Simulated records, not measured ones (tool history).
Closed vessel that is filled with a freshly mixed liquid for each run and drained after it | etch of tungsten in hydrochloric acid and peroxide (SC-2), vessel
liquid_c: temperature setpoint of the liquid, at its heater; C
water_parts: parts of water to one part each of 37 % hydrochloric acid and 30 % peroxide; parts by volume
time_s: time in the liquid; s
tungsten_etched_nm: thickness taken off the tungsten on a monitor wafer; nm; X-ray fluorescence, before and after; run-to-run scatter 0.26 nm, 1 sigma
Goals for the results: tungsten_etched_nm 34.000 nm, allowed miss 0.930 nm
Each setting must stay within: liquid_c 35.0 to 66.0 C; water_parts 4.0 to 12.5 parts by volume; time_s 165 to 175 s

| run | day | liquid_c | water_parts | time_s | tungsten_etched_nm |
|---|---|---|---|---|---|
| 1 | 0.000 | 50.0 | 7.0 | 165 | 84.161 |
| 2 | 0.238 | 47.5 | 7.0 | 165 | 70.135 |
| 3 | 0.388 | 50.5 | 7.0 | 165 | 86.662 |
| 4 | 0.579 | 50.5 | 7.0 | 165 | 86.262 |
| 5 | 0.783 | 56.0 | 7.0 | 165 | 123.970 |
| 6 | 1.008 | 52.5 | 7.0 | 165 | 98.321 |
| 7 | 1.238 | 49.5 | 7.0 | 165 | 81.600 |
| 8 | 1.533 | 47.0 | 7.0 | 165 | 68.122 |
| 9 | 1.892 | 45.0 | 7.0 | 165 | 59.244 |
| 10 | 2.279 | 43.5 | 7.0 | 165 | 54.385 |
| 11 | 2.538 | 42.0 | 7.0 | 165 | 48.147 |
| 12 | 2.850 | 41.0 | 7.0 | 165 | 44.611 |
| 13 | 3.221 | 41.0 | 7.0 | 165 | 44.779 |
| 14 | 3.425 | 40.5 | 7.0 | 165 | 44.046 |
| 15 | 3.679 | 40.0 | 7.0 | 165 | 42.456 |
| 16 | 3.754 | 39.5 | 7.0 | 165 | 40.060 |
| 17 | 3.838 | 39.0 | 7.0 | 165 | 39.191 |
| 18 | 3.908 | 38.5 | 7.0 | 165 | 37.525 |

Below are 4 possible settings for the next run. Only one of them brings all results inside the allowed miss of their targets. Which is it?
| A | 3.979 | 39.0 | 8.5 | 175 | ? |
| B | 3.979 | 39.0 | 7.5 | 165 | ? |
| C | 3.979 | 38.5 | 6.0 | 175 | ? |
| D | 3.979 | 40.5 | 9.5 | 165 | ? |

| move | tungsten_etched_nm |
|---|---|
| A | 35.537 |
| B | 37.033 |
| C | 45.002 |
| D | 34.036 |
A: gains on the last run, yet a result remains outside its allowed miss
B: gains on the last run, yet a result remains outside its allowed miss
C: misses by more than the last run did
D: all results in spec
The right move is D.

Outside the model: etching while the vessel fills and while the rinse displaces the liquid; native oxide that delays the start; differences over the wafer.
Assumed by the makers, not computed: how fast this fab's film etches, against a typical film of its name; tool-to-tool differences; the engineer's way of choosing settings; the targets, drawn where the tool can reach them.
